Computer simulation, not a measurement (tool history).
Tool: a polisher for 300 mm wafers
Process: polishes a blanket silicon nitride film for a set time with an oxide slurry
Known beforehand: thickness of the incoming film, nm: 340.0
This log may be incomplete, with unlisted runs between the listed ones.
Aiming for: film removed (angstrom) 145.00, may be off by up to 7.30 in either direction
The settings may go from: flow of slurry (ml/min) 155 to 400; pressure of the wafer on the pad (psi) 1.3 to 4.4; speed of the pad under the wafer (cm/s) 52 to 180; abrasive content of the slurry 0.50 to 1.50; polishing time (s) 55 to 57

run	hour	flow of slurry (ml/min)	pressure of the wafer on the pad (psi)	speed of the pad under the wafer (cm/s)	abrasive content of the slurry	polishing time (s)	film removed (angstrom)
1	0.0	255	2.8	116	1.00	55	291.83
2	6.0	255	2.5	112	1.00	55	251.91
3	11.7	255	2.3	110	1.00	55	235.59
4	18.1	255	2.1	106	1.00	55	212.62
# hour 22.3: worn pad replaced by a new one
5	22.3	280	2.1	106	1.00	55	229.18
6	28.2	260	2.0	106	1.00	55	217.81
7	35.7	255	1.3	82	0.95	55	116.19
8	36.7	270	1.3	82	0.95	55	117.47
9	43.3	270	1.3	82	0.95	55	116.84
10	47.1	275	1.4	82	0.95	55	123.59
11	55.0	285	1.5	82	0.95	55	130.56

Below are 4 possible settings for the next run. Only one of them brings all results inside the allowed miss of their targets. Which is it?
A	62.9	380	1.5	78	0.75	55	?
B	62.9	285	1.9	62	0.70	55	?
C	62.9	280	1.5	90	0.85	57	?
D	62.9	305	1.4	76	1.05	57	?

move	film removed (angstrom)
A	118.78
B	118.08
C	141.90
D	126.54
A: further off than the last run
B: further off than the last run
C: every result lands within tolerance
D: further off than the last run
So the answer is move C, the one that meets all the targets.
